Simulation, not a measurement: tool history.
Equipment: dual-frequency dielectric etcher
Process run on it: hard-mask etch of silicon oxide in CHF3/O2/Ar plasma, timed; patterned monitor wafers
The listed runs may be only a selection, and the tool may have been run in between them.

run,day,source power (kW),bias power (kW),etch time (s),mean etch depth across the wafer (angstrom)
1,0,0.55,0.167,17.5,310.36
2,0.358,0.53,0.164,17.5,303.37
3,0.467,0.53,0.187,17.5,317.89
4,0.796,0.53,0.187,17.5,315.04
5,0.867,0.47,0.187,17.5,297.8
6,1.062,0.47,0.187,17.5,300.54
7,1.25,0.46,0.184,17.5,296.24
8,1.317,0.45,0.181,17.5,289.42
9,1.417,0.44,0.18,17.5,288.37
10,1.442,0.43,0.178,17.5,280.61

Run 11 has not been measured yet. What should we expect?
11,1.788,0.42,0.178,17.5,?

{"run 11": {"mean etch depth across the wafer (angstrom)": 280.53}}

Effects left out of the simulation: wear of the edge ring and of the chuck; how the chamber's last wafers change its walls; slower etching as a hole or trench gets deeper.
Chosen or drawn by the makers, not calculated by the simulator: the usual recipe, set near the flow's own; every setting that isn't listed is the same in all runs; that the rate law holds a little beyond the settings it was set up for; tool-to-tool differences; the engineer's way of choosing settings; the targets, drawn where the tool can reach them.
